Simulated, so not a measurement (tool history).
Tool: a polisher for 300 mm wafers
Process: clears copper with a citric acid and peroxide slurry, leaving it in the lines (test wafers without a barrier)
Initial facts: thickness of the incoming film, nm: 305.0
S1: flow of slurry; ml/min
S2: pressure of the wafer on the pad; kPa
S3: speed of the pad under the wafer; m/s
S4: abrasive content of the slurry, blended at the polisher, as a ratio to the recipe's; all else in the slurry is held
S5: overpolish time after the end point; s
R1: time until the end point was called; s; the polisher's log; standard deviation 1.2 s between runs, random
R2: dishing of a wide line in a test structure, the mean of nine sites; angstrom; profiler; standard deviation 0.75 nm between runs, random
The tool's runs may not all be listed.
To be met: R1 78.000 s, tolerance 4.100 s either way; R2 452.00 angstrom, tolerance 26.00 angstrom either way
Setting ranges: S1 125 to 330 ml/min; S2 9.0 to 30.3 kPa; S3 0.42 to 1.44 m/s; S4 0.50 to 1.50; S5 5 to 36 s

{"run": 1, "day": 0.0, "S1": 210, "S2": 19.3, "S3": 0.92, "S4": 1.0, "S5": 18, "R1": 161.26, "R2": 253.51}
{"run": 2, "day": 0.162, "S1": 210, "S2": 19.3, "S3": 0.92, "S4": 1.0, "S5": 14, "R1": 157.81, "R2": 199.17}
{"run": 3, "day": 0.346, "S1": 210, "S2": 19.3, "S3": 0.92, "S4": 1.0, "S5": 20, "R1": 158.36, "R2": 277.08}
{"run": 4, "day": 0.45, "S1": 165, "S2": 19.3, "S3": 0.92, "S4": 1.0, "S5": 20, "R1": 163.88, "R2": 263.58}
{"run": 5, "day": 0.688, "S1": 165, "S2": 19.3, "S3": 1.06, "S4": 1.0, "S5": 20, "R1": 141.42, "R2": 296.78}
{"run": 6, "day": 0.875, "S1": 175, "S2": 22.8, "S3": 1.08, "S4": 1.0, "S5": 19, "R1": 119.92, "R2": 336.42}
{"run": 7, "day": 0.962, "S1": 185, "S2": 25.5, "S3": 1.12, "S4": 1.0, "S5": 18, "R1": 98.807, "R2": 373.7}
{"run": 8, "day": 1.162, "S1": 195, "S2": 26.9, "S3": 1.12, "S4": 1.0, "S5": 18, "R1": 96.601, "R2": 395.29}
{"run": 9, "day": 1.2, "S1": 195, "S2": 28.3, "S3": 1.14, "S4": 1.0, "S5": 18, "R1": 89.135, "R2": 430.36}
{"run": 10, "day": 1.225, "S1": 195, "S2": 29.0, "S3": 1.16, "S4": 1.0, "S5": 18, "R1": 84.791, "R2": 442.59}
{"run": 11, "day": 1.512, "S1": 195, "S2": 29.6, "S3": 1.16, "S4": 1.0, "S5": 18, "R1": 84.904, "R2": 456.33}
{"run": 12, "day": 1.579, "S1": 195, "S2": 29.6, "S3": 1.16, "S4": 1.0, "S5": 18, "R1": 85.748, "R2": 446.98}
{"day": 1.842, "done": "worn pad replaced by a new one"}
{"run": 13, "day": 1.842, "S1": 200, "S2": 30.3, "S3": 1.22, "S4": 1.0, "S5": 16, "R1": 73.015, "R2": 448.38}

Exactly one of the 5 candidate moves below puts every result within its allowed miss. Which one?
{"run": "A", "day": 2.104, "S1": 220, "S2": 30.3, "S3": 1.28, "S4": 0.95, "S5": 14, "R1": "?", "R2": "?"}
{"run": "B", "day": 2.104, "S1": 165, "S2": 30.3, "S3": 1.4, "S4": 0.75, "S5": 13, "R1": "?", "R2": "?"}
{"run": "C", "day": 2.104, "S1": 225, "S2": 29.6, "S3": 1.16, "S4": 1.0, "S5": 17, "R1": "?", "R2": "?"}
{"run": "D", "day": 2.104, "S1": 185, "S2": 30.3, "S3": 1.32, "S4": 1.05, "S5": 13, "R1": "?", "R2": "?"}
{"run": "E", "day": 2.104, "S1": 225, "S2": 27.6, "S3": 1.1, "S4": 0.9, "S5": 20, "R1": "?", "R2": "?"}

move=A R1=68.360 R2=434.04
move=B R1=67.332 R2=411.83
move=C R1=76.194 R2=467.68
move=D R1=66.547 R2=416.19
move=E R1=87.717 R2=475.16
A: its largest miss is bigger than the last run's
B: its largest miss is bigger than the last run's
C: all results land within tolerance of their targets
D: its largest miss is bigger than the last run's
E: the result that was furthest off in the last run now lies on the other side of its target
C is the move that brings every result within its allowed miss.
